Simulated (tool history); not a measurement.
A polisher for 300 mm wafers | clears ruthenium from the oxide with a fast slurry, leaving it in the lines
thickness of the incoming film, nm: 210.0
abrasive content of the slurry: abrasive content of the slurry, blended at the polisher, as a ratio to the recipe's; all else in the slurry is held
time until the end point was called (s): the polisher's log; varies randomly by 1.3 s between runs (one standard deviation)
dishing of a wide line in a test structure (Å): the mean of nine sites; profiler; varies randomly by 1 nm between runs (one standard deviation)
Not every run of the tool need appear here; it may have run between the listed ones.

run,hour,flow of slurry (ml/min),pressure of the wafer on the pad (kPa),speed of the pad under the wafer (m/s),abrasive content of the slurry,overpolish time after the end point (s),time until the end point was called (s),dishing of a wide line in a test structure (Å)
1,0,155,15.2,0.84,1,26,67.56,581.16
2,6.6,125,15.2,0.84,1,26,73.238,589.29
3,15.1,120,15.9,0.84,1,27,69.563,619.9
4,24,120,15.9,0.84,1.1,27,68.375,632.78
5,27.1,115,15.9,0.84,1.1,29,66.961,662.57
6,27.7,115,15.9,0.84,1,29,73.188,647.03
7,32.1,115,16.5,0.84,1,30,68.526,672.19
8,35.3,110,16.5,0.84,1,31,68.606,694.52

Predict the results of run 9:
9,37.4,110,16.5,0.84,1,31,?,?

time until the end point was called (s): 66.27
dishing of a wide line in a test structure (Å): 691.52

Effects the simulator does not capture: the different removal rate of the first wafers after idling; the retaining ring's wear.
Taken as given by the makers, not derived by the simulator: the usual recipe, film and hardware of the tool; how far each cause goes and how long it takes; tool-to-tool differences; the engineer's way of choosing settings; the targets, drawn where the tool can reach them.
